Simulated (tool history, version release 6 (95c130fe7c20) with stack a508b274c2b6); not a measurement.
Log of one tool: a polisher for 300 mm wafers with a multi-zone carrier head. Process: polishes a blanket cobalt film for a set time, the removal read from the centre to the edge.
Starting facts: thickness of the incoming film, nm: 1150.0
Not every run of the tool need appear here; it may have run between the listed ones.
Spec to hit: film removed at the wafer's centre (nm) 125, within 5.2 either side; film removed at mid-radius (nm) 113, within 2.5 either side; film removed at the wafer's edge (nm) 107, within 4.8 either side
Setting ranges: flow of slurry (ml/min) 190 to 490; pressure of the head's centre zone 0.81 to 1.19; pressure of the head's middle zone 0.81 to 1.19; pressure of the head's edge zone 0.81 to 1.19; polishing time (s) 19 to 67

run    day  flow of slurry (ml/min)  pressure of the head's centre zone  pressure of the head's middle zone  pressure of the head's edge zone  polishing time (s)  film removed at the wafer's centre (nm)  film removed at mid-radius (nm)  film removed at the wafer's edge (nm)
  1      0                      315                                   1                                   1                                 1                  43                                   130.16                           125.79                                 128.81
  2  0.242                      315                                1.01                                   1                              0.97                  42                                   124.65                            125.6                                 123.14
  3  0.529                      315                                1.01                                   1                              0.97                  47                                   144.72                           139.85                                 134.83
  4  0.617                      380                                1.01                                   1                              0.97                  47                                   144.56                           139.48                                 136.42
  5  0.962                      380                                1.02                                0.98                              0.95                  46                                   142.93                           135.77                                 130.42
  6  1.258                      340                                1.02                                0.98                              0.95                  46                                   140.52                              134                                 134.66
  7  1.521                      355                                1.04                                0.98                              0.94                  45                                   140.86                           132.92                                 128.06
     1.608  -- worn pad replaced by a new one
  8  1.608                      355                                1.04                                0.98                              0.94                  45                                   158.12                           150.51                                 147.58
  9  1.858                      380                                1.02                                0.97                              0.94                  46                                   160.41                           151.32                                 151.65
 10  2.229                      355                                1.04                                0.98                              0.95                  46                                   164.51                           152.65                                 153.24
 11  2.475                      380                                1.03                                0.96                              0.93                  45                                   158.65                           146.91                                 148.87
 12  2.667                      385                                1.04                                0.98                              0.97                  45                                   161.98                           151.13                                 151.51
 13  2.992                      350                                1.04                                0.97                              0.94                  45                                    160.2                           148.92                                 149.61
 14  3.238                      375                                1.03                                0.98                              0.96                  45                                   158.61                           149.26                                 152.53
 15  3.338                      345                                1.03                                0.97                              0.94                  45                                   156.85                           146.86                                 147.92
 16  3.371                      370                                1.02                                0.99                              0.98                  45                                   157.41                           150.19                                 149.03

Next run, 4 choices. One meets every target within its allowed miss, the rest don't. Which?
  A  3.404                      490                                0.99                                   1                              1.19                  61                                        ?                                ?                                      ?
  B  3.404                      310                                1.17                                0.92                              0.82                  35                                        ?                                ?                                      ?
  C  3.404                      405                                1.02                                1.18                              1.05                  54                                        ?                                ?                                      ?
  D  3.404                      320                                1.08                                0.99                              0.86                  34                                        ?                                ?                                      ?

move  film removed at the wafer's centre (nm)  film removed at mid-radius (nm)  film removed at the wafer's edge (nm)
   A                                   210.92                           207.83                                  222.3
   B                                   137.47                            108.3                                 104.64
   C                                   190.08                            209.8                                 182.73
   D                                   124.18                           112.14                                 103.88
A: misses by more than the last run did
B: moves the result that the last run missed by most past its target, out the other side
C: misses by more than the last run did
D: hits every target within its allowed miss
The right move is D.

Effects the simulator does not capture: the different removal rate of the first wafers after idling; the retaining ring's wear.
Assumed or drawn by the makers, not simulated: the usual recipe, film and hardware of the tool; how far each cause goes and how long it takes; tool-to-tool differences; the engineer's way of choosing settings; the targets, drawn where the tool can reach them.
